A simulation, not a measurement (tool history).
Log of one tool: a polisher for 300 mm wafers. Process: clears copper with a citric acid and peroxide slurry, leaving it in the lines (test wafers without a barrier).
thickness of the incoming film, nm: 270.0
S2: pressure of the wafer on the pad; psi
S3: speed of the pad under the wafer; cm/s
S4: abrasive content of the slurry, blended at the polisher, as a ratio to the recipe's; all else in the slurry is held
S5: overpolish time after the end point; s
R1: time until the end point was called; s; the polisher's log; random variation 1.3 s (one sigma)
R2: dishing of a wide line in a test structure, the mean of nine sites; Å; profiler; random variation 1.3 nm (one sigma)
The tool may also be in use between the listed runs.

run 1 hour=0.0 | flow_of_slurry_(ml/min)=285 S2=2.1 S3=142 S4=1.0 S5=17 | R1=117.22 R2=310.91
run 2 hour=2.6 | flow_of_slurry_(ml/min)=285 S2=2.2 S3=142 S4=1.0 S5=18 | R1=112.08 R2=337.24
run 3 hour=10.8 | flow_of_slurry_(ml/min)=285 S2=2.3 S3=142 S4=1.0 S5=19 | R1=112.30 R2=365.89
run 4 hour=16.1 | flow_of_slurry_(ml/min)=285 S2=2.4 S3=142 S4=1.0 S5=19 | R1=110.81 R2=373.84
run 5 hour=16.7 | flow_of_slurry_(ml/min)=285 S2=2.5 S3=144 S4=1.0 S5=19 | R1=101.03 R2=388.78
run 6 hour=25.3 | flow_of_slurry_(ml/min)=285 S2=2.1 S3=144 S4=1.0 S5=19 | R1=117.04 R2=330.60
run 7 hour=28.5 | flow_of_slurry_(ml/min)=285 S2=2.2 S3=144 S4=1.0 S5=19 | R1=113.52 R2=370.24

Forecast run 8:
run 8 hour=34.2 | flow_of_slurry_(ml/min)=285 S2=2.3 S3=146 S4=1.0 S5=19 | R1=? R2=?

R1: 109.95 s
R2: 361.26 Å
